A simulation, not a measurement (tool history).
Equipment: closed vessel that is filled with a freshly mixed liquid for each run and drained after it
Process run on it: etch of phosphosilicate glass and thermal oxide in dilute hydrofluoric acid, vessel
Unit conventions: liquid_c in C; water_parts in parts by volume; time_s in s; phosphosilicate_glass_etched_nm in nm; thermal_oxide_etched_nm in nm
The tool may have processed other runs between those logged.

run	hour	liquid_c	water_parts	time_s	phosphosilicate_glass_etched_nm	thermal_oxide_etched_nm
1	0	22	275	160	23.569	1.8313
2	5.3	20.5	310	160	19.194	1.5095
3	6.6	19.5	340	160	16.445	1.2607
4	11.3	21	340	160	16.909	1.3382
5	20.3	24.5	340	160	18.948	1.5305
6	21.9	22.5	360	160	16.707	1.2905
7	27.2	21.5	375	160	15.349	1.2018
8	31	20.5	390	160	14.108	1.1034
9	33.6	19.5	400	160	13.271	1.0461

Estimate the outcome of run 10 from the log above:
10	34.5	19	405	160	?	?

{"run 10": {"phosphosilicate_glass_etched_nm": 12.596, "thermal_oxide_etched_nm": 1.0134}}
